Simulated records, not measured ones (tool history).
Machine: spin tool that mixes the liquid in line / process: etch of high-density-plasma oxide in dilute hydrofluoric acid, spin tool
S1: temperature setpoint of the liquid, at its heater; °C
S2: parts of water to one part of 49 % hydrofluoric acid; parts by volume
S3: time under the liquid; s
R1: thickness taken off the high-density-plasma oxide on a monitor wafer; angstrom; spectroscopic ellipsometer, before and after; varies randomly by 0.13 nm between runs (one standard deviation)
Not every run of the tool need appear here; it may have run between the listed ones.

run 1 hour=0 | S1=22 S2=150 S3=205 | R1=128.28
run 2 hour=5.6 | S1=19.5 S2=150 S3=205 | R1=115.74
run 3 hour=11.3 | S1=19.5 S2=150 S3=205 | R1=116.14
run 4 hour=19.8 | S1=19.5 S2=100 S3=205 | R1=183.26
run 5 hour=21.4 | S1=20 S2=100 S3=205 | R1=187.21
run 6 hour=24.6 | S1=20.5 S2=100 S3=205 | R1=191.12

Run 7 is up next; what results do you expect?
run 7 hour=33.1 | S1=21 S2=100 S3=205 | R1=?

Logged for run 7: R1 195.03 angstrom.

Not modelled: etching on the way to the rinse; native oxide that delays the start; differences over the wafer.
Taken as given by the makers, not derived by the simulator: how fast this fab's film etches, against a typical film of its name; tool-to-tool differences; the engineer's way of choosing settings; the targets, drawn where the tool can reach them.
